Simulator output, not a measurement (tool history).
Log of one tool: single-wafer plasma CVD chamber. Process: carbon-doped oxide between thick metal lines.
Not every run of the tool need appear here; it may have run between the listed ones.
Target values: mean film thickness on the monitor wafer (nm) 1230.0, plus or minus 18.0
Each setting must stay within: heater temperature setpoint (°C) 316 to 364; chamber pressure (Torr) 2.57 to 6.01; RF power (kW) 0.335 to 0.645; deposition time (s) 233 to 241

run,day,heater temperature setpoint (°C),chamber pressure (Torr),RF power (kW),deposition time (s),mean film thickness on the monitor wafer (nm)
1,0.000,340,4.29,0.490,233,1114.2
2,0.038,338,4.43,0.495,233,1128.4
3,0.333,338,4.79,0.495,233,1140.7
4,0.458,338,4.79,0.495,241,1177.3
5,0.596,338,4.79,0.495,241,1183.9
6,0.675,338,4.79,0.495,233,1142.3
7,1.025,336,4.90,0.495,233,1150.9
8,1.162,334,4.98,0.495,233,1161.5

Below are 5 possible settings for the next run. Only one of them brings all results inside the allowed miss of their targets. Which is it?
A,1.300,326,6.01,0.490,241,?
B,1.300,341,5.66,0.520,240,?
C,1.300,338,5.42,0.450,237,?
D,1.300,320,4.94,0.510,239,?
E,1.300,329,4.64,0.485,240,?

move,mean film thickness on the monitor wafer (nm)
A,1257.6
B,1223.5
C,1112.9
D,1275.4
E,1191.0
A: pushes the last run's worst result past its target
B: hits every target within its allowed miss
C: the biggest miss grows against the last run
D: pushes the last run's worst result past its target
E: gains on the last run, yet a result remains outside its allowed miss
So the answer is move B, the one that meets all the targets.

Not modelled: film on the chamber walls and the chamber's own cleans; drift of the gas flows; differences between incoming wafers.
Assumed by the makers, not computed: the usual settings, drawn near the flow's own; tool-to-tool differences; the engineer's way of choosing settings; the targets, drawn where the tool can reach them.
